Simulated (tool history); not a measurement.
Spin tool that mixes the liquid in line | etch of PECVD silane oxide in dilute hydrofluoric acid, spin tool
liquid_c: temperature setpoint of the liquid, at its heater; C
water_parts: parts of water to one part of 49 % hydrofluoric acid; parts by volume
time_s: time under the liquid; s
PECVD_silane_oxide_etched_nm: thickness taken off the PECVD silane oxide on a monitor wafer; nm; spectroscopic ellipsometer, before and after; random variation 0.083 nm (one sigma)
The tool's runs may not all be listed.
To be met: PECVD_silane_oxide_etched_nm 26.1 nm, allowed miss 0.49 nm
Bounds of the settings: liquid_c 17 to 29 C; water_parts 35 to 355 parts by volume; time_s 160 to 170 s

| run | day | liquid_c | water_parts | time_s | PECVD_silane_oxide_etched_nm |
|---|---|---|---|---|---|
| 1 | 0 | 21 | 195 | 160 | 18.586 |
| 2 | 0.167 | 21 | 195 | 170 | 19.766 |
| 3 | 0.296 | 23 | 195 | 170 | 21.413 |
| 4 | 0.471 | 23 | 220 | 170 | 18.46 |
| 5 | 0.683 | 24.5 | 215 | 170 | 20.084 |
| 6 | 0.971 | 25.5 | 210 | 170 | 21.379 |
| 7 | 1.154 | 26.5 | 205 | 170 | 22.783 |
| 8 | 1.292 | 27 | 200 | 170 | 23.949 |
| 9 | 1.554 | 27.5 | 200 | 170 | 24.45 |
| 10 | 1.596 | 28 | 200 | 170 | 24.824 |
| 11 | 1.8 | 28.5 | 200 | 170 | 25.268 |

4 next moves are on the table. One of them brings every result within its allowed miss. Which?
| A | 2.004 | 28.5 | 190 | 160 | ? |
| B | 2.004 | 25.5 | 165 | 160 | ? |
| C | 2.004 | 29 | 205 | 170 | ? |
| D | 2.004 | 26.5 | 185 | 170 | ? |

| move | PECVD_silane_oxide_etched_nm |
|---|---|
| A | 25.326 |
| B | 26.936 |
| C | 24.93 |
| D | 25.876 |
A: nearer than the last run, and not there yet
B: takes the result that was furthest off past its target
C: further off than the last run
D: meets every target
Move D is the one to make.

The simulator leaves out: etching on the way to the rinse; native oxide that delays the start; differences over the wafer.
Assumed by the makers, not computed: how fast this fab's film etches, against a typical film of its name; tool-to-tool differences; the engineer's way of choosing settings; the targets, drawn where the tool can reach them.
